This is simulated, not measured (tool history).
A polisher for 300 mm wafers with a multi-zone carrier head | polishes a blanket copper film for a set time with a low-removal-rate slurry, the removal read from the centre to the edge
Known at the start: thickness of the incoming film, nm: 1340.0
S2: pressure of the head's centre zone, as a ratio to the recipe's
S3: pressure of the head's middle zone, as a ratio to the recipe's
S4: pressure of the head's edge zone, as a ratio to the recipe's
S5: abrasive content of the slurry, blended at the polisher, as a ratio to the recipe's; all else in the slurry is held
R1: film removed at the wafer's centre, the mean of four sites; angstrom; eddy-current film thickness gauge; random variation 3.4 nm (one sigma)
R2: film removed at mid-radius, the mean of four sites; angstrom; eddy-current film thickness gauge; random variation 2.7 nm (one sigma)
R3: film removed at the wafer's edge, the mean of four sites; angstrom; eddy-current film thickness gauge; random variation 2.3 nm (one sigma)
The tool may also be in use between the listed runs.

Run 1, hour 0: flow of slurry (ml/min) 145, S2 1, S3 1, S4 1, S5 1, polishing time (s) 80. Result: R1 1664.4 angstrom, R2 1592.2 angstrom, R3 1581.3 angstrom.
Run 2, hour 8.4: flow of slurry (ml/min) 150, S2 1, S3 1.01, S4 1.02, S5 1.05, polishing time (s) 83. Result: R1 1702.7 angstrom, R2 1722.9 angstrom, R3 1703.4 angstrom.
Run 3, hour 11.7: flow of slurry (ml/min) 150, S2 1, S3 1.01, S4 1.05, S5 1.05, polishing time (s) 83. Result: R1 1745.2 angstrom, R2 1706.9 angstrom, R3 1733.5 angstrom.
Run 4, hour 20.7: flow of slurry (ml/min) 155, S2 1.01, S3 1.02, S4 1.06, S5 1.1, polishing time (s) 84. Result: R1 1773.5 angstrom, R2 1792.4 angstrom, R3 1769.8 angstrom.
Run 5, hour 27.9: flow of slurry (ml/min) 140, S2 1.01, S3 1.02, S4 1.06, S5 1.1, polishing time (s) 84. Result: R1 1740.9 angstrom, R2 1728.3 angstrom, R3 1740.2 angstrom.
Run 6, hour 29.4: flow of slurry (ml/min) 140, S2 1.01, S3 1.09, S4 1.06, S5 1.1, polishing time (s) 84. Result: R1 1747.5 angstrom, R2 1860.5 angstrom, R3 1735.4 angstrom.
Run 7, hour 34.6: flow of slurry (ml/min) 145, S2 1.02, S3 1.09, S4 1.07, S5 1.15, polishing time (s) 86. Result: R1 1810.7 angstrom, R2 1888.1 angstrom, R3 1843.3 angstrom.

Forecast run 8:
Run 8, hour 38.5: flow of slurry (ml/min) 185, S2 1.1, S3 1.19, S4 1.05, S5 1.4, polishing time (s) 103. Result: R1 ?, R2 ?, R3 ?.

{"run 8": {"R1": 2565.4, "R2": 2673.9, "R3": 2348.2}}
